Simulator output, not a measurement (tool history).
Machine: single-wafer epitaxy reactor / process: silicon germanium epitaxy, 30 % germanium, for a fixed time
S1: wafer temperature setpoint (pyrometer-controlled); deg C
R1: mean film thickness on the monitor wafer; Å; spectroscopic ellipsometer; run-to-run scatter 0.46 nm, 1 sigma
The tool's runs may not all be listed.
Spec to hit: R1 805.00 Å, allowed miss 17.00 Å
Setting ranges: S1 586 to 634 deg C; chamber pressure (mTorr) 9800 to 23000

run 1 hour=0.0 | S1=610 chamber_pressure_(mTorr)=16400 | R1=675.50
run 2 hour=3.3 | S1=613 chamber_pressure_(mTorr)=16500 | R1=720.25
run 3 hour=7.3 | S1=605 chamber_pressure_(mTorr)=16500 | R1=617.26
run 4 hour=8.6 | S1=609 chamber_pressure_(mTorr)=16600 | R1=666.16
run 5 hour=12.8 | S1=609 chamber_pressure_(mTorr)=17700 | R1=681.08
run 6 hour=20.0 | S1=612 chamber_pressure_(mTorr)=17800 | R1=724.76
run 7 hour=26.7 | S1=614 chamber_pressure_(mTorr)=17800 | R1=752.49
run 8 hour=35.0 | S1=615 chamber_pressure_(mTorr)=17800 | R1=770.67
run 9 hour=42.4 | S1=616 chamber_pressure_(mTorr)=17800 | R1=793.01

Below are 4 possible settings for the next run. Only one of them brings all results inside the allowed miss of their targets. Which is it?
run A hour=49.8 | S1=612 chamber_pressure_(mTorr)=20400 | R1=?
run B hour=49.8 | S1=614 chamber_pressure_(mTorr)=18300 | R1=?
run C hour=49.8 | S1=616 chamber_pressure_(mTorr)=19100 | R1=?
run D hour=49.8 | S1=615 chamber_pressure_(mTorr)=17500 | R1=?

move=A R1=769.20
move=B R1=764.24
move=C R1=809.10
move=D R1=764.75
A: lands further from the targets than the last run did
B: lands further from the targets than the last run did
C: meets every target
D: lands further from the targets than the last run did
The move that meets every target is C.
